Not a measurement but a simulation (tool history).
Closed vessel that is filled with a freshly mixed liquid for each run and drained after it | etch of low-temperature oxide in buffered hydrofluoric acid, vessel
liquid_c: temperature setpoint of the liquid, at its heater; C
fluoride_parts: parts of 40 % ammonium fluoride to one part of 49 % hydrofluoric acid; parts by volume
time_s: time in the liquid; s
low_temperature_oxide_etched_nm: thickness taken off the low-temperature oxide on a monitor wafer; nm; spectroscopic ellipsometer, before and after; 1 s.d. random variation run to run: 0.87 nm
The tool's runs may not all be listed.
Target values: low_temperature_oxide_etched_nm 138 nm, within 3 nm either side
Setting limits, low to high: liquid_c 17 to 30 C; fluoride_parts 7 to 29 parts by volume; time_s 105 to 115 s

run  hour  liquid_c  fluoride_parts  time_s  low_temperature_oxide_etched_nm
  1     0        22              18     105                           119.23
  2   4.6      19.5              18     105                           103.01
  3   9.2        21              18     105                           111.36
  4  14.5        22              18     105                            118.8
  5    20      20.5              18     105                           107.92
  6  24.5        23              18     105                           122.55
  7  27.2      23.5              18     105                           127.17
  8  34.7        24              18     105                           130.33
  9    40      24.5              18     105                           133.25
 10  48.5      25.5              18     105                           143.49

Which one of the following 5 next-run settings gets every result inside its allowed miss? There is exactly one.
  A    57        24              18     105                                ?
  B    57        25              16     105                                ?
  C    57        29            23.5     105                                ?
  D    57        25              17     110                                ?
  E    57        23              17     115                                ?

move  low_temperature_oxide_etched_nm
   A                           130.55
   B                           154.82
   C                           137.97
   D                            152.8
   E                            143.2
A: takes the biggest miss from the last run beyond its target
B: moves away from the targets compared with the last run
C: every result within its allowed miss
D: moves away from the targets compared with the last run
E: closes in on the targets versus the last run, not all within tolerance yet
C is the move that brings every result within its allowed miss.

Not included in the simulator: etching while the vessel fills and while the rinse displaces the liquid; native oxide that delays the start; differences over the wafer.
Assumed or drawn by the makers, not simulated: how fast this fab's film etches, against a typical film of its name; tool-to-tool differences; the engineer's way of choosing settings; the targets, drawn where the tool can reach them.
